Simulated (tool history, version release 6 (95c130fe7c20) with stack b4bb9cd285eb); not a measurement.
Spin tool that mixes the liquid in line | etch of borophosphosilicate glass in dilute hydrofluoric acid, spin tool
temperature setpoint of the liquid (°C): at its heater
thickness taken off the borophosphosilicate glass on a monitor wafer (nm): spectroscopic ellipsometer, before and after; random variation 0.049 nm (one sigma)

run	hour	temperature setpoint of the liquid (°C)	parts of water to one part of 49 % hydrofluoric acid (parts by volume)	time under the liquid (s)	thickness taken off the borophosphosilicate glass on a monitor wafer (nm)
1	0.0	24.0	145	50	10.7800
2	7.7	24.0	165	50	9.1456
3	15.1	22.5	170	50	8.5444
4	18.9	21.5	175	50	7.8433
5	26.8	20.5	180	50	7.4405
6	30.6	20.5	180	35	5.1616

Forecast run 7:
7	35.1	21.0	180	35	?

thickness taken off the borophosphosilicate glass on a monitor wafer (nm): 5.2149

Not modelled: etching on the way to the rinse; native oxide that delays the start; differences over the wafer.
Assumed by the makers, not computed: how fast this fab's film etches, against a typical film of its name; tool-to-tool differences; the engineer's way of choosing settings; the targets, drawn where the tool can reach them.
